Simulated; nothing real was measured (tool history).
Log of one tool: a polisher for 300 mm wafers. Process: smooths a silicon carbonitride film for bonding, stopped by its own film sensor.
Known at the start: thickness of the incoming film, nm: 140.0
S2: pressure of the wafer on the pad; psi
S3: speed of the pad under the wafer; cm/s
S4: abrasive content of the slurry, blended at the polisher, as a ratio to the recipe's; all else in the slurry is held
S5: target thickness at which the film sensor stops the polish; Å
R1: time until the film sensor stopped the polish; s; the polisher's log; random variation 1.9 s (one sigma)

Run 1, day 0.000: flow of slurry (ml/min) 185, S2 1.9 psi, S3 100 cm/s, S4 1.00, S5 1000 Å. Result: R1 191.70 s.
Run 2, day 0.250: flow of slurry (ml/min) 185, S2 2.3 psi, S3 100 cm/s, S4 1.00, S5 1000 Å. Result: R1 158.94 s.
Run 3, day 0.517: flow of slurry (ml/min) 185, S2 2.3 psi, S3 100 cm/s, S4 0.85, S5 1000 Å. Result: R1 160.95 s.
Run 4, day 0.638: flow of slurry (ml/min) 185, S2 2.0 psi, S3 100 cm/s, S4 0.85, S5 1000 Å. Result: R1 186.79 s.
Run 5, day 0.808: flow of slurry (ml/min) 185, S2 2.0 psi, S3 78 cm/s, S4 0.85, S5 1000 Å. Result: R1 229.90 s.
Run 6, day 0.833: flow of slurry (ml/min) 185, S2 2.0 psi, S3 78 cm/s, S4 0.95, S5 1000 Å. Result: R1 227.85 s.
Run 7, day 1.112: flow of slurry (ml/min) 185, S2 2.2 psi, S3 80 cm/s, S4 0.95, S5 1000 Å. Result: R1 199.90 s.
Run 8, day 1.183: flow of slurry (ml/min) 185, S2 2.4 psi, S3 82 cm/s, S4 0.95, S5 1000 Å. Result: R1 174.72 s.
Run 9, day 1.392: flow of slurry (ml/min) 185, S2 2.4 psi, S3 82 cm/s, S4 0.95, S5 1000 Å. Result: R1 184.69 s.
Run 10, day 1.621: flow of slurry (ml/min) 185, S2 2.5 psi, S3 84 cm/s, S4 0.95, S5 1000 Å. Result: R1 167.60 s.
Run 11, day 1.838: flow of slurry (ml/min) 185, S2 2.6 psi, S3 86 cm/s, S4 0.95, S5 1000 Å. Result: R1 160.89 s.
Run 12, day 2.212: flow of slurry (ml/min) 185, S2 2.7 psi, S3 88 cm/s, S4 0.95, S5 1000 Å. Result: R1 151.29 s.

Run 13 comes next. What will it give?
Run 13, day 2.304: flow of slurry (ml/min) 185, S2 2.8 psi, S3 90 cm/s, S4 0.95, S5 1000 Å. Result: R1 ?.

Run 13 gave R1 143.90 s.
